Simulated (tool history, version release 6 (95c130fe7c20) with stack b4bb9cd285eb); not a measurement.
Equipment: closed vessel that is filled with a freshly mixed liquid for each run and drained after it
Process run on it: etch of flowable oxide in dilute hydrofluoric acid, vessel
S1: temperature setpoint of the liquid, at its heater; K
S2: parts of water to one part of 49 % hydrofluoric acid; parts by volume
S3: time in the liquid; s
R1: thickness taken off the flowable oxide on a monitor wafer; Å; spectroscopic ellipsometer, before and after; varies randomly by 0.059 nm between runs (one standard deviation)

run  hour      S1   S2  S3      R1
  1   0.0  296.15  300  30  54.637
  2   2.1  292.65  300  30  47.777
  3   4.4  295.15  295  30  53.836
  4   9.5  292.65  295  30  49.573
  5  11.6  292.65  245  30  61.434
  6  16.6  294.15  245  30  65.946

Expected results for the next run?
  7  18.8  295.15  245  30   ?

{"run 7": {"R1": 68.288}}
